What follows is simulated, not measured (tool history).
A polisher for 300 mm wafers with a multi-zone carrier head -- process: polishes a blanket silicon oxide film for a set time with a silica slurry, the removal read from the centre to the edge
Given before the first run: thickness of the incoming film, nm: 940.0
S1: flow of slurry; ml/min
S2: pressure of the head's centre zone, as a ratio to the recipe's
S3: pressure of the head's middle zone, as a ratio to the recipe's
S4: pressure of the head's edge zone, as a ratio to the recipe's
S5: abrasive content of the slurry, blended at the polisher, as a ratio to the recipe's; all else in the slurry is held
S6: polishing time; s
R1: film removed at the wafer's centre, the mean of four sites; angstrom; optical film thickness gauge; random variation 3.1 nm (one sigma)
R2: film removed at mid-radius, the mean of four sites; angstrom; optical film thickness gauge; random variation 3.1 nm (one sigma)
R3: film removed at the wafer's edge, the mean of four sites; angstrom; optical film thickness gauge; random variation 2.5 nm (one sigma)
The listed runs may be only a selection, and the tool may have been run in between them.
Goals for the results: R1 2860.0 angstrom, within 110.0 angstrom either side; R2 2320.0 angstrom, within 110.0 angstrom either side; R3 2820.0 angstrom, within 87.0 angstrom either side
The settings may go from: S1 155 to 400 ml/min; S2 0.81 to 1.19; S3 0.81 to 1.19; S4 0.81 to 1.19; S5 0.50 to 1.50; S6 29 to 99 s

run 1 hour=0.0 | S1=255 S2=1.00 S3=1.00 S4=1.00 S5=1.00 S6=64 | R1=1781.6 R2=1706.7 R3=1777.0
run 2 hour=4.7 | S1=255 S2=1.01 S3=0.99 S4=1.02 S5=1.05 S6=65 | R1=1901.5 R2=1807.7 R3=1889.5
run 3 hour=13.4 | S1=255 S2=1.02 S3=0.97 S4=1.04 S5=1.10 S6=65 | R1=1952.1 R2=1835.2 R3=1977.0
run 4 hour=21.7 | S1=255 S2=1.02 S3=1.01 S4=1.04 S5=1.10 S6=65 | R1=1940.2 R2=1863.4 R3=1971.1
run 5 hour=24.2 | S1=285 S2=1.02 S3=1.01 S4=1.04 S5=1.10 S6=65 | R1=1958.9 R2=1913.3 R3=2011.5
run 6 hour=28.6 | S1=285 S2=1.04 S3=1.00 S4=1.05 S5=1.15 S6=65 | R1=2043.7 R2=1908.7 R3=2038.3
run 7 hour=31.9 | S1=285 S2=1.05 S3=0.99 S4=1.06 S5=1.20 S6=66 | R1=2171.5 R2=1951.3 R3=2144.5
run 8 hour=40.6 | S1=290 S2=1.06 S3=0.99 S4=1.07 S5=1.25 S6=66 | R1=2218.2 R2=1998.7 R3=2203.6
run 9 hour=43.7 | S1=290 S2=1.07 S3=0.99 S4=1.08 S5=1.30 S6=66 | R1=2254.8 R2=2032.4 R3=2231.0
run 10 hour=45.2 | S1=295 S2=1.08 S3=0.99 S4=1.09 S5=1.30 S6=67 | R1=2356.0 R2=2063.8 R3=2305.1
run 11 hour=48.7 | S1=300 S2=1.09 S3=0.99 S4=1.10 S5=1.30 S6=67 | R1=2321.4 R2=2079.4 R3=2316.5
run 12 hour=51.5 | S1=305 S2=1.10 S3=0.98 S4=1.11 S5=1.30 S6=67 | R1=2373.5 R2=2016.6 R3=2306.8
run 13 hour=54.2 | S1=305 S2=1.10 S3=0.98 S4=1.12 S5=1.30 S6=68 | R1=2419.6 R2=2092.5 R3=2400.8
run 14 hour=61.5 | S1=310 S2=1.11 S3=0.98 S4=1.13 S5=1.30 S6=68 | R1=2431.1 R2=2140.7 R3=2427.8
run 15 hour=63.2 | S1=315 S2=1.12 S3=0.98 S4=1.14 S5=1.30 S6=68 | R1=2500.7 R2=2108.8 R3=2346.7

Exercise: of the 5 proposed moves below, exactly one satisfies all targets within the stated allowed misses. Which move is it?
run A hour=64.9 | S1=225 S2=0.90 S3=1.01 S4=1.19 S5=1.50 S6=67 | R1=? R2=? R3=?
run B hour=64.9 | S1=260 S2=0.97 S3=1.03 S4=1.14 S5=1.25 S6=83 | R1=? R2=? R3=?
run C hour=64.9 | S1=290 S2=1.14 S3=0.94 S4=1.19 S5=1.50 S6=74 | R1=? R2=? R3=?
run D hour=64.9 | S1=260 S2=0.87 S3=0.99 S4=1.15 S5=1.50 S6=68 | R1=? R2=? R3=?
run E hour=64.9 | S1=250 S2=1.18 S3=1.06 S4=1.07 S5=1.10 S6=61 | R1=? R2=? R3=?

move=A R1=2032.0 R2=2120.6 R3=2470.5
move=B R1=2513.1 R2=2507.0 R3=2797.6
move=C R1=2799.9 R2=2264.9 R3=2789.4
move=D R1=2045.5 R2=2152.1 R3=2494.9
move=E R1=2020.6 R2=1759.6 R3=1858.3
A: further off than the last run
B: the furthest-off result lands on target, but another misses its tolerance
C: each result inside its tolerance
D: further off than the last run
E: further off than the last run
Move C is the one to make.
